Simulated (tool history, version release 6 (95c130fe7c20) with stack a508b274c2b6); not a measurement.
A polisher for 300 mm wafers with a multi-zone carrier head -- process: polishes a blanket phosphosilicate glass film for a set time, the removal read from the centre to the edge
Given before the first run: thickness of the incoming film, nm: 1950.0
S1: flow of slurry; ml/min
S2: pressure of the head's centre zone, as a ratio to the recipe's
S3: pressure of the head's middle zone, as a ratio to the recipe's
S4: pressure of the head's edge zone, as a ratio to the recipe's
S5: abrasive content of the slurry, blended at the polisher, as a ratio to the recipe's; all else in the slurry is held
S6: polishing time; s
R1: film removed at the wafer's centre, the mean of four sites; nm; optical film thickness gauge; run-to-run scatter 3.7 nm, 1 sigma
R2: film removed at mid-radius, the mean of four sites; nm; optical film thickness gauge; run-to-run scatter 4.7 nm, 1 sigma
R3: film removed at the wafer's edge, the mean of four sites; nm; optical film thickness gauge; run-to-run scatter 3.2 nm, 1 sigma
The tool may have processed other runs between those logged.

run 1 hour=0.0 | S1=305 S2=1.00 S3=1.00 S4=1.00 S5=1.00 S6=55 | R1=425.58 R2=422.56 R3=428.52
run 2 hour=4.8 | S1=325 S2=1.04 S3=1.06 S4=1.02 S5=1.10 S6=55 | R1=449.47 R2=470.78 R3=450.96
run 3 hour=8.9 | S1=335 S2=1.08 S3=1.08 S4=1.02 S5=1.20 S6=55 | R1=486.67 R2=492.75 R3=467.84
run 4 hour=10.3 | S1=345 S2=1.11 S3=1.11 S4=1.03 S5=1.25 S6=55 | R1=500.70 R2=506.40 R3=469.77
run 5 hour=16.9 | S1=380 S2=1.11 S3=1.11 S4=1.03 S5=1.25 S6=55 | R1=501.54 R2=512.52 R3=478.17
run 6 hour=17.9 | S1=380 S2=1.13 S3=1.13 S4=1.03 S5=1.30 S6=55 | R1=521.49 R2=534.70 R3=483.21
run 7 hour=21.1 | S1=385 S2=1.14 S3=1.14 S4=1.04 S5=1.35 S6=55 | R1=529.95 R2=537.85 R3=490.77
run 8 hour=27.2 | S1=390 S2=1.15 S3=1.15 S4=1.04 S5=1.40 S6=55 | R1=534.30 R2=562.00 R3=499.26
run 9 hour=30.5 | S1=390 S2=1.16 S3=1.15 S4=1.03 S5=1.40 S6=55 | R1=544.58 R2=553.38 R3=497.89
run 10 hour=35.7 | S1=390 S2=1.17 S3=1.16 S4=1.03 S5=1.40 S6=55 | R1=544.48 R2=552.66 R3=497.69
run 11 hour=41.5 | S1=395 S2=1.18 S3=1.16 S4=1.02 S5=1.45 S6=55 | R1=556.68 R2=561.00 R3=499.85

What will run 12 give?
run 12 hour=45.8 | S1=400 S2=1.18 S3=1.16 S4=1.02 S5=1.45 S6=55 | R1=? R2=? R3=?

R1: 563.37 nm
R2: 566.62 nm
R3: 505.30 nm
